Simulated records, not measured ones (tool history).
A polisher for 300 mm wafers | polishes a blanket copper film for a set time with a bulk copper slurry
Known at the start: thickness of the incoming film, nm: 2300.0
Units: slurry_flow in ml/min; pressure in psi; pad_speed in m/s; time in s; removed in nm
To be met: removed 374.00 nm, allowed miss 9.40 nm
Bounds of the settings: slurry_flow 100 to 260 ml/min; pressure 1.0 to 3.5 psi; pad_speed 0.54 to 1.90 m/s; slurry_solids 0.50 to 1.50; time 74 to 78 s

| run | hour | slurry_flow | pressure | pad_speed | slurry_solids | time | removed |
|---|---|---|---|---|---|---|---|
| 1 | 0.0 | 165 | 2.2 | 1.22 | 1.00 | 74 | 622.11 |
| 2 | 2.4 | 195 | 2.2 | 1.22 | 1.00 | 74 | 646.57 |
| 3 | 9.2 | 180 | 2.0 | 1.22 | 1.00 | 74 | 590.03 |
| 4 | 11.5 | 170 | 1.8 | 1.22 | 1.00 | 74 | 539.32 |
| 5 | 18.3 | 170 | 1.8 | 1.22 | 1.15 | 74 | 550.33 |
|  | 20.4 | head pressure recalibrated |
| 6 | 20.4 | 170 | 1.8 | 1.34 | 1.15 | 74 | 661.52 |
| 7 | 29.4 | 160 | 1.6 | 1.30 | 1.15 | 74 | 584.89 |
| 8 | 32.3 | 160 | 1.5 | 1.26 | 1.15 | 74 | 549.53 |
| 9 | 34.9 | 160 | 1.4 | 1.20 | 1.15 | 74 | 507.15 |
| 10 | 41.0 | 160 | 1.3 | 1.16 | 1.15 | 74 | 466.66 |

Which of these 5 next moves meets every target?
| A | 47.1 | 170 | 1.1 | 1.12 | 0.90 | 77 | ? |
| B | 47.1 | 170 | 1.0 | 1.00 | 1.10 | 74 | ? |
| C | 47.1 | 210 | 1.5 | 0.74 | 1.35 | 74 | ? |
| D | 47.1 | 180 | 1.6 | 0.86 | 0.80 | 74 | ? |
| E | 47.1 | 155 | 1.2 | 0.96 | 1.10 | 74 | ? |

| move | removed |
|---|---|
| A | 409.09 |
| B | 356.31 |
| C | 394.58 |
| D | 398.95 |
| E | 378.04 |
A: nearer than the last run, and not there yet
B: takes the result that was furthest off past its target
C: nearer than the last run, and not there yet
D: nearer than the last run, and not there yet
E: meets every target
The right move is E.

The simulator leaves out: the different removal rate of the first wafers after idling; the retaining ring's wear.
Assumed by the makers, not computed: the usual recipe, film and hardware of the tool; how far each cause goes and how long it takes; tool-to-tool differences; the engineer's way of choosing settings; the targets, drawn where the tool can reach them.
